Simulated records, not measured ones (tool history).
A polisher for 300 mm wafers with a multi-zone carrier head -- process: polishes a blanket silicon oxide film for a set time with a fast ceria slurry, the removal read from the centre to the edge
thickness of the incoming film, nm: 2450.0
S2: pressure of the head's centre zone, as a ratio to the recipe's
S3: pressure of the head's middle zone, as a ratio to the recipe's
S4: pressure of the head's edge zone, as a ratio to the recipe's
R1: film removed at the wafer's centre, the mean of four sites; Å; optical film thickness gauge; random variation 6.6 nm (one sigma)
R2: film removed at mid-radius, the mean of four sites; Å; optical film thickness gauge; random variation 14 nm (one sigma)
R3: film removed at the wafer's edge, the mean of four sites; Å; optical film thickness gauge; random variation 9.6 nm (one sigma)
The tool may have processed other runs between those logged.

Run 1, hour 0: flow of slurry (ml/min) 165, S2 1, S3 1, S4 1, polishing time (s) 45. Result: R1 7911.8 Å, R2 8175.8 Å, R3 8135.8 Å.
Run 2, hour 6.7: flow of slurry (ml/min) 175, S2 1.03, S3 1.01, S4 1.02, polishing time (s) 45. Result: R1 8165.2 Å, R2 8323 Å, R3 8317.4 Å.
Run 3, hour 10.8: flow of slurry (ml/min) 185, S2 1.06, S3 1.01, S4 1.03, polishing time (s) 46. Result: R1 8656.9 Å, R2 8619.2 Å, R3 8564.4 Å.
Run 4, hour 15.5: flow of slurry (ml/min) 195, S2 1.08, S3 1.01, S4 1.04, polishing time (s) 46. Result: R1 8929.3 Å, R2 8671.1 Å, R3 8679.4 Å.
Run 5, hour 20.2: flow of slurry (ml/min) 200, S2 1.1, S3 1.01, S4 1.05, polishing time (s) 46. Result: R1 9144.6 Å, R2 8725.2 Å, R3 8725.8 Å.
Run 6, hour 21.5: flow of slurry (ml/min) 205, S2 1.11, S3 1.01, S4 1.06, polishing time (s) 46. Result: R1 9371.8 Å, R2 8820 Å, R3 8752.4 Å.
Run 7, hour 29.7: flow of slurry (ml/min) 205, S2 1.11, S3 1.01, S4 1.06, polishing time (s) 46. Result: R1 9235 Å, R2 8743.6 Å, R3 8755.3 Å.
Run 8, hour 38.1: flow of slurry (ml/min) 210, S2 1.12, S3 1.01, S4 1.07, polishing time (s) 46. Result: R1 9389.5 Å, R2 8714.4 Å, R3 8908.3 Å.
Run 9, hour 42.3: flow of slurry (ml/min) 215, S2 1.13, S3 1.02, S4 1.08, polishing time (s) 46. Result: R1 9494.7 Å, R2 8885.1 Å, R3 8886.9 Å.
Run 10, hour 48.4: flow of slurry (ml/min) 215, S2 1.13, S3 1.02, S4 1.08, polishing time (s) 46. Result: R1 9509.5 Å, R2 8710.2 Å, R3 8901 Å.
Run 11, hour 53.4: flow of slurry (ml/min) 220, S2 1.14, S3 1.03, S4 1.08, polishing time (s) 46. Result: R1 9588.8 Å, R2 8677.1 Å, R3 8869.8 Å.

Run 12, settings as shown, results not yet in. Your forecast:
Run 12, hour 54.2: flow of slurry (ml/min) 215, S2 1.14, S3 1.03, S4 1.07, polishing time (s) 47. Result: R1 ?, R2 ?, R3 ?.

Run 12 yielded R1 9907.2 Å, R2 9159.5 Å, R3 9029.1 Å.
